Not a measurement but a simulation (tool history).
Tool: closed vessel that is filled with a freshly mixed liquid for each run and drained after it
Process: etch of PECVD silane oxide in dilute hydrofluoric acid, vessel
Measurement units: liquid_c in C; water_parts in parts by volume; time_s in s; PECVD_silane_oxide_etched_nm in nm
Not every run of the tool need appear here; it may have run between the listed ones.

Run 1, hour 0: liquid_c 23 C, water_parts 260 parts by volume, time_s 445 s. Result: PECVD_silane_oxide_etched_nm 73.183 nm.
Run 2, hour 0.9: liquid_c 23 C, water_parts 185 parts by volume, time_s 445 s. Result: PECVD_silane_oxide_etched_nm 110.76 nm.
Run 3, hour 8: liquid_c 20 C, water_parts 185 parts by volume, time_s 445 s. Result: PECVD_silane_oxide_etched_nm 99.78 nm.
Run 4, hour 11.4: liquid_c 18 C, water_parts 185 parts by volume, time_s 445 s. Result: PECVD_silane_oxide_etched_nm 90.836 nm.
Run 5, hour 15.2: liquid_c 18 C, water_parts 185 parts by volume, time_s 445 s. Result: PECVD_silane_oxide_etched_nm 91.418 nm.
Run 6, hour 20.5: liquid_c 17 C, water_parts 185 parts by volume, time_s 445 s. Result: PECVD_silane_oxide_etched_nm 87.438 nm.
Run 7, hour 25: liquid_c 17 C, water_parts 185 parts by volume, time_s 445 s. Result: PECVD_silane_oxide_etched_nm 88.237 nm.
Run 8, hour 26.4: liquid_c 17 C, water_parts 225 parts by volume, time_s 445 s. Result: PECVD_silane_oxide_etched_nm 68.49 nm.
Run 9, hour 31.9: liquid_c 17 C, water_parts 250 parts by volume, time_s 445 s. Result: PECVD_silane_oxide_etched_nm 61.818 nm.

Run 10 comes next. What will it give?
Run 10, hour 35.4: liquid_c 17 C, water_parts 275 parts by volume, time_s 445 s. Result: PECVD_silane_oxide_etched_nm ?.

PECVD_silane_oxide_etched_nm: 54.093 nm

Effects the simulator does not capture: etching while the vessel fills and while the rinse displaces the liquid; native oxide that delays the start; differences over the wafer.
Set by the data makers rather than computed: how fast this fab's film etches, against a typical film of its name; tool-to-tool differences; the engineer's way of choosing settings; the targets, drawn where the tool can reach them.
